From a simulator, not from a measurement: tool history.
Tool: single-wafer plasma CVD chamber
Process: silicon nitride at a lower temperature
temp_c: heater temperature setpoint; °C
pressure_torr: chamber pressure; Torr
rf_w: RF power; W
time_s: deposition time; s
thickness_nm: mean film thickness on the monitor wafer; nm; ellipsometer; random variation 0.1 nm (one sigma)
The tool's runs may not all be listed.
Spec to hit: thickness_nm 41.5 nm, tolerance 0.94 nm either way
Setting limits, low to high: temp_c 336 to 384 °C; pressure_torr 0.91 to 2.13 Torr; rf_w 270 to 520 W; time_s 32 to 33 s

run  hour  temp_c  pressure_torr  rf_w  time_s  thickness_nm
  1     0     360           1.52   395      32        47.551
  2   7.6     360           1.52   445      32        49.751
  3  11.6     360           1.26   445      32        46.188
  4    20     360           1.49   445      32        49.434
  5  23.4     360           1.42   440      32        48.384
  6  28.4     360           1.42   475      32        49.796
  7  36.6     360           1.35   465      32         48.51
  8  42.3     360           1.29   460      32        47.678
  9  49.7     361           0.99   395      32        40.004

Pick the move, out of 4, that brings all results within their allowed miss; only one does.
  A  57.1     357           0.91   390      32             ?
  B  57.1     372              1   350      32             ?
  C  57.1     367           0.95   425    32.9             ?
  D  57.1     361           0.92   385      32             ?

move  thickness_nm
   A        38.422
   B        38.441
   C        41.474
   D        38.394
A: the biggest miss grows against the last run
B: the biggest miss grows against the last run
C: in spec on every target
D: the biggest miss grows against the last run
The right move is C.

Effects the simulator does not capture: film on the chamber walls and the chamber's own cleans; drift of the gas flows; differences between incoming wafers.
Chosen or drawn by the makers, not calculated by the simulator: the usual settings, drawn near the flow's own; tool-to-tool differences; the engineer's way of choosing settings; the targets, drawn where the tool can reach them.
